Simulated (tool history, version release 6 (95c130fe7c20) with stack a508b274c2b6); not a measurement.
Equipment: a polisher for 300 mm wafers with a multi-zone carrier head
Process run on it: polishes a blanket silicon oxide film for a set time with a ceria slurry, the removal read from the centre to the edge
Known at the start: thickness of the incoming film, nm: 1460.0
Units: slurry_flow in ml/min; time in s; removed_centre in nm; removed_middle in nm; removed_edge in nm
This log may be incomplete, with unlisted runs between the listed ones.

Run 1, hour 0: slurry_flow 230 ml/min, centre_zone 1, middle_zone 1, edge_zone 1, time 48 s. Result: removed_centre 211.75 nm, removed_middle 211.55 nm, removed_edge 204.79 nm.
Run 2, hour 1.8: slurry_flow 230 ml/min, centre_zone 1, middle_zone 1, edge_zone 1.07, time 48 s. Result: removed_centre 207.49 nm, removed_middle 205.97 nm, removed_edge 215.04 nm.
Run 3, hour 9.1: slurry_flow 230 ml/min, centre_zone 1.03, middle_zone 1, edge_zone 1.07, time 48 s. Result: removed_centre 216.26 nm, removed_middle 212.84 nm, removed_edge 214.81 nm.
Run 4, hour 16.6: slurry_flow 250 ml/min, centre_zone 1.03, middle_zone 1, edge_zone 1.07, time 48 s. Result: removed_centre 218.53 nm, removed_middle 212.63 nm, removed_edge 216.97 nm.
Run 5, hour 20.8: slurry_flow 250 ml/min, centre_zone 1.03, middle_zone 0.92, edge_zone 1.07, time 48 s. Result: removed_centre 219.91 nm, removed_middle 199.9 nm, removed_edge 218.67 nm.
Run 6, hour 25.5: slurry_flow 250 ml/min, centre_zone 1.03, middle_zone 0.95, edge_zone 1.07, time 48 s. Result: removed_centre 211.79 nm, removed_middle 205.69 nm, removed_edge 211.97 nm.

Predict the results of run 7:
Run 7, hour 27.6: slurry_flow 250 ml/min, centre_zone 1.06, middle_zone 0.98, edge_zone 1.06, time 51 s. Result: removed_centre ?, removed_middle ?, removed_edge ?.

{"run 7": {"removed_centre": 243.52, "removed_middle": 223.12, "removed_edge": 227.37}}
